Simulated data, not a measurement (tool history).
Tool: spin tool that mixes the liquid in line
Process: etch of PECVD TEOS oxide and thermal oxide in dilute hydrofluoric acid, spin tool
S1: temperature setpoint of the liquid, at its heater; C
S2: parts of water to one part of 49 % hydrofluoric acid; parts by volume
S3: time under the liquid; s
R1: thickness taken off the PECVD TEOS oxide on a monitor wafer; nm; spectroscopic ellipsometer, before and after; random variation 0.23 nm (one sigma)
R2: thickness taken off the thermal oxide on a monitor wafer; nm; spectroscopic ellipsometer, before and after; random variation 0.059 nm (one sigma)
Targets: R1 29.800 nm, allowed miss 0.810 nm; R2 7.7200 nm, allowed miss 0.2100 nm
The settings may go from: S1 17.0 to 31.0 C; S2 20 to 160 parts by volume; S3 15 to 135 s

run,hour,S1,S2,S3,R1,R2
1,0.0,23.0,90,70,13.433,3.5052
2,4.5,26.5,90,70,15.172,3.9449
3,11.2,27.5,80,70,18.068,4.7312
4,16.1,27.5,80,100,25.864,6.7410
5,23.6,25.5,80,100,23.883,6.1526
6,27.4,28.0,80,100,26.424,6.7810
7,33.1,28.5,80,100,27.208,6.9528
8,39.8,29.0,80,100,27.993,7.0740
9,44.7,30.5,75,100,31.161,8.0641
10,50.0,30.0,75,100,30.697,7.9334

Which of these 4 next moves meets every target?
A,55.3,30.0,70,95,?,?
B,55.3,31.0,75,100,?,?
C,55.3,25.5,65,100,?,?
D,55.3,31.0,55,70,?,?

move,R1,R2
A,30.966,8.1438
B,31.374,8.2509
C,29.617,7.7890
D,30.882,8.1215
A: further off than the last run
B: further off than the last run
C: meets every target
D: further off than the last run
The right move is C.
